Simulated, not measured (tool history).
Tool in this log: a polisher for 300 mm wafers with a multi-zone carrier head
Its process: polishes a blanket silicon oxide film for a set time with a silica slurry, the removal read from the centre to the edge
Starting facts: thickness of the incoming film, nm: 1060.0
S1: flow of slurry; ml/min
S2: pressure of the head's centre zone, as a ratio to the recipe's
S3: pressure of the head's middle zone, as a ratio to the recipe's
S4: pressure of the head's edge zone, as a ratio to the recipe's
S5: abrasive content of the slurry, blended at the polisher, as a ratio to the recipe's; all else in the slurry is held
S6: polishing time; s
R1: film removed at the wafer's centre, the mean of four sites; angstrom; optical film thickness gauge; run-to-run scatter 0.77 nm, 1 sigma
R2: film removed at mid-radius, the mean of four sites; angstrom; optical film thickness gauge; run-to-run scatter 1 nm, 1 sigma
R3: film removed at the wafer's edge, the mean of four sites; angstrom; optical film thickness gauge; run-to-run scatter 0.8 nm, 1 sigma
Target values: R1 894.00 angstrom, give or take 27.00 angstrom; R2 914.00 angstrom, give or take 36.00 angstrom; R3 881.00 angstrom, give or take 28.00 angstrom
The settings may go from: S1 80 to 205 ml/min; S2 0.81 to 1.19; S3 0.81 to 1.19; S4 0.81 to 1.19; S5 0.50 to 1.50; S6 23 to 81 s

run  hour   S1    S2    S3    S4    S5  S6       R1       R2       R3
  1   0.0  135  1.00  1.00  1.00  1.00  52  1391.80  1317.80  1331.80
  2   2.3  130  0.98  0.99  0.96  0.85  51  1202.20  1141.40  1129.50
  3   8.9  120  0.95  0.98  0.93  0.80  51  1115.90  1073.40  1073.60
  4  17.4  120  0.95  0.98  0.89  0.80  51  1092.30  1058.70  1027.60
  5  20.6  120  0.95  0.98  0.95  0.80  51  1091.30  1086.30  1081.60
  6  27.7   95  0.95  0.98  0.95  0.80  51  1035.30  1003.60  1031.10
  7  31.4   95  0.94  0.98  0.92  0.80  51  1008.80  1010.20  1008.50
  8  38.5   95  0.93  0.98  0.90  0.80  51  1012.40  1016.10  1016.60
  9  45.0   95  0.92  0.98  0.88  0.75  51   957.79   980.62   968.38
 10  52.6   95  0.92  0.98  0.86  0.75  51   944.12   958.68   932.97
 11  55.2   90  0.92  0.98  0.85  0.75  51   918.42   935.44   927.37
 12  58.2   90  0.92  0.99  0.84  0.75  51   931.15   952.77   915.36
 13  62.8   90  0.92  0.99  0.83  0.75  51   923.44   947.51   918.42
     65.7  -- centre zone pressure recalibrated
 14  65.7   90  0.92  0.99  0.82  0.75  51   876.73   959.06   909.67

Below are 5 possible settings for the next run. Only one of them brings all results inside the allowed miss of their targets. Which is it?
  A  68.6  115  0.90  1.15  0.81  0.80  45   ?   ?   ?
  B  68.6   95  0.91  1.13  0.81  0.80  47   ?   ?   ?
  C  68.6  125  0.94  0.96  0.84  0.85  42   ?   ?   ?
  D  68.6  110  0.91  1.12  0.81  0.75  48   ?   ?   ?
  E  68.6  150  0.96  1.08  0.86  0.60  54   ?   ?   ?

move      R1       R2      R3
   A  857.53  1088.60  887.63
   B  852.39  1062.70  894.80
   C  889.84   926.88  891.23
   D  870.12  1070.00  896.11
   E  921.83  1033.00  896.30
A: the biggest miss grows against the last run
B: the biggest miss grows against the last run
C: every result lands within tolerance
D: the biggest miss grows against the last run
E: the biggest miss grows against the last run
The right move is C.
